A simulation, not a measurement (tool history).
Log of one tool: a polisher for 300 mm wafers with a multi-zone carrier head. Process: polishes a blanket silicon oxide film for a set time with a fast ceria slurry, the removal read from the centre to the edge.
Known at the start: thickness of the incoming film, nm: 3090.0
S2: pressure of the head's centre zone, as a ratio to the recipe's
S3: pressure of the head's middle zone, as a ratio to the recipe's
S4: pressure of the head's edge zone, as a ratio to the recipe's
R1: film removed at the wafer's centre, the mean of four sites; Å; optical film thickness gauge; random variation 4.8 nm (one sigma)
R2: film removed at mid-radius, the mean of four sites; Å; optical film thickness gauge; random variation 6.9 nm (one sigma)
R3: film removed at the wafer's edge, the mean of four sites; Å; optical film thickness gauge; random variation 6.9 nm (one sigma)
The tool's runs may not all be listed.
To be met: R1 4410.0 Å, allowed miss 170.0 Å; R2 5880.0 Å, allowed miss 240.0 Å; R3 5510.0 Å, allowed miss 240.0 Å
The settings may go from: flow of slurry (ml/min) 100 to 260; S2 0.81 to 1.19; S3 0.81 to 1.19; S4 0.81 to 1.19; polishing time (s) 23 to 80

run 1 hour=0.0 | flow_of_slurry_(ml/min)=165 S2=1.00 S3=1.00 S4=1.00 polishing_time_(s)=51 | R1=11361.0 R2=11026.0 R3=10715.0
run 2 hour=7.9 | flow_of_slurry_(ml/min)=155 S2=0.97 S3=1.00 S4=0.98 polishing_time_(s)=47 | R1=9981.6 R2=10168.0 R3=9916.1
run 3 hour=14.3 | flow_of_slurry_(ml/min)=155 S2=0.97 S3=1.00 S4=1.07 polishing_time_(s)=47 | R1=9874.6 R2=10186.0 R3=10231.0
run 4 hour=17.7 | flow_of_slurry_(ml/min)=155 S2=0.97 S3=1.00 S4=0.98 polishing_time_(s)=47 | R1=9926.1 R2=10075.0 R3=9895.5
run 5 hour=20.6 | flow_of_slurry_(ml/min)=155 S2=0.97 S3=1.00 S4=0.90 polishing_time_(s)=47 | R1=10152.0 R2=10101.0 R3=9428.0
run 6 hour=24.0 | flow_of_slurry_(ml/min)=155 S2=0.92 S3=1.00 S4=0.90 polishing_time_(s)=47 | R1=9491.1 R2=10108.0 R3=9429.5
run 7 hour=30.8 | flow_of_slurry_(ml/min)=145 S2=0.90 S3=1.00 S4=0.90 polishing_time_(s)=44 | R1=8367.0 R2=9403.6 R3=8900.9
run 8 hour=36.4 | flow_of_slurry_(ml/min)=140 S2=0.89 S3=1.00 S4=0.89 polishing_time_(s)=41 | R1=7678.4 R2=8723.6 R3=8184.8
run 9 hour=38.0 | flow_of_slurry_(ml/min)=135 S2=0.88 S3=1.00 S4=0.89 polishing_time_(s)=39 | R1=7159.8 R2=8153.1 R3=7704.5
run 10 hour=44.9 | flow_of_slurry_(ml/min)=130 S2=0.87 S3=1.01 S4=0.89 polishing_time_(s)=37 | R1=6753.4 R2=7873.6 R3=7326.2
run 11 hour=51.4 | flow_of_slurry_(ml/min)=125 S2=0.86 S3=1.02 S4=0.90 polishing_time_(s)=35 | R1=6114.5 R2=7357.0 R3=6951.6
run 12 hour=55.7 | flow_of_slurry_(ml/min)=120 S2=0.85 S3=1.03 S4=0.90 polishing_time_(s)=34 | R1=5758.5 R2=7097.3 R3=6619.9
run 13 hour=62.1 | flow_of_slurry_(ml/min)=115 S2=0.85 S3=1.04 S4=0.91 polishing_time_(s)=33 | R1=5707.5 R2=6898.8 R3=6427.0
run 14 hour=67.8 | flow_of_slurry_(ml/min)=115 S2=0.84 S3=1.05 S4=0.93 polishing_time_(s)=32 | R1=5357.8 R2=6787.3 R3=6264.3
run 15 hour=72.7 | flow_of_slurry_(ml/min)=115 S2=0.84 S3=1.05 S4=0.93 polishing_time_(s)=31 | R1=5302.4 R2=6641.0 R3=6129.5
run 16 hour=81.1 | flow_of_slurry_(ml/min)=115 S2=0.84 S3=1.05 S4=0.94 polishing_time_(s)=30 | R1=5162.3 R2=6369.3 R3=5837.3
run 17 hour=84.8 | flow_of_slurry_(ml/min)=115 S2=0.84 S3=1.06 S4=0.96 polishing_time_(s)=30 | R1=5129.2 R2=6494.8 R3=5916.7
run 18 hour=85.4 | flow_of_slurry_(ml/min)=115 S2=0.84 S3=1.06 S4=0.97 polishing_time_(s)=30 | R1=5125.1 R2=6394.3 R3=5973.3
run 19 hour=93.4 | flow_of_slurry_(ml/min)=115 S2=0.84 S3=1.07 S4=0.98 polishing_time_(s)=30 | R1=5153.7 R2=6439.9 R3=6107.3

Which of these 4 next moves meets every target?
run A hour=101.4 | flow_of_slurry_(ml/min)=100 S2=0.81 S3=1.07 S4=0.96 polishing_time_(s)=28 | R1=? R2=? R3=?
run B hour=101.4 | flow_of_slurry_(ml/min)=120 S2=1.11 S3=0.97 S4=0.96 polishing_time_(s)=29 | R1=? R2=? R3=?
run C hour=101.4 | flow_of_slurry_(ml/min)=110 S2=0.86 S3=1.10 S4=1.07 polishing_time_(s)=35 | R1=? R2=? R3=?
run D hour=101.4 | flow_of_slurry_(ml/min)=125 S2=0.95 S3=0.84 S4=1.16 polishing_time_(s)=31 | R1=? R2=? R3=?

move=A R1=4409.9 R2=5771.8 R3=5548.4
move=B R1=6610.0 R2=5750.3 R3=5938.0
move=C R1=6027.7 R2=7570.5 R3=7433.4
move=D R1=6099.0 R2=5508.5 R3=7029.5
A: meets every target
B: further off than the last run
C: further off than the last run
D: further off than the last run
Answer: A

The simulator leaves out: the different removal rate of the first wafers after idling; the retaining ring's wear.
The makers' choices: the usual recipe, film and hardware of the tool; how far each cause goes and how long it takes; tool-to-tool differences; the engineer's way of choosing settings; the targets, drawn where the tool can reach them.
